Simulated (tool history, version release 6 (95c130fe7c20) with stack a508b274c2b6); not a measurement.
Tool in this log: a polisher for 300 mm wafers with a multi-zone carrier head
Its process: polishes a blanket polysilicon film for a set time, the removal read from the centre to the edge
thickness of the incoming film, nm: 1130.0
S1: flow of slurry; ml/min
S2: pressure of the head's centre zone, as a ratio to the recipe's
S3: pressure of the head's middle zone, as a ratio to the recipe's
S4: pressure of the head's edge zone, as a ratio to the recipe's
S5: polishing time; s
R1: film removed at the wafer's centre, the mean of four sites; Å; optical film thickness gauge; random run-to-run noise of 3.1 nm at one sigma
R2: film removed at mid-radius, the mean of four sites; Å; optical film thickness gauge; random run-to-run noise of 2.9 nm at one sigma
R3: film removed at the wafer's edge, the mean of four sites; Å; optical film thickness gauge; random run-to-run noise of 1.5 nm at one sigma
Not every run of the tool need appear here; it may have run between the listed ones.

run    day   S1    S2    S3    S4  S5      R1      R2      R3
  1      0  165     1     1     1  37  2956.5  2913.8  2911.5
  2   0.35  165     1  1.01  0.98  35  2780.3  2804.8  2715.3
  3    0.7  190     1  1.01  0.98  35  2792.2  2781.4  2775.6
  4  0.888  190     1  1.01  1.06  35  2767.2  2785.1  2792.6
  5   1.25  190     1  1.01  1.11  35  2785.3  2745.9    2898
  6  1.333  190     1  1.05  1.11  35  2823.3  2819.5  2888.5
  7  1.638  190     1  1.06  1.08  33  2573.9  2747.1  2718.7
  8  1.804  185  1.01  1.06  1.05  32  2567.8  2606.8  2589.2
  9    1.9  180  1.01  1.07  1.02  31  2482.6  2506.8  2462.3
 10  2.142  175  1.01  1.09  0.99  30  2425.3  2551.7  2332.2
 11  2.338  170  1.01  1.09  0.98  29    2311  2428.1  2224.9

Run 12 is up next; what results do you expect?
 12  2.508  165  1.01  1.09  0.97  29   ?   ?   ?

Run 12 produced R1 2360.2 Å, R2 2406.4 Å, R3 2209.3 Å.
